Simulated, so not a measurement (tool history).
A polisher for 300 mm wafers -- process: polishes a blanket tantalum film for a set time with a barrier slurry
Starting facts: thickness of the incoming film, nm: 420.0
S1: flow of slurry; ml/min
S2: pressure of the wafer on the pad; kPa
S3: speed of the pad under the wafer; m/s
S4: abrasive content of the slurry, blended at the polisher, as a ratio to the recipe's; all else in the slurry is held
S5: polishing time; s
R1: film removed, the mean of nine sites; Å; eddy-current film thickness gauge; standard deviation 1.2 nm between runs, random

run	day	S1	S2	S3	S4	S5	R1
1	0	130	15.2	0.9	1	124	1720.8
2	0.354	125	13.8	0.9	1	124	1601
3	0.571	125	13.1	0.9	1	124	1547.7
4	0.683	125	13.1	1.08	1	124	1841.5
5	0.708	125	13.1	1.08	1	124	1857.6
6	0.946	125	13.1	1.08	1.05	124	1839.8

Estimate the outcome of run 7 from the log above:
7	1.133	120	11.7	1.08	1.05	124	?

{"run 7": {"R1": 1709.9}}
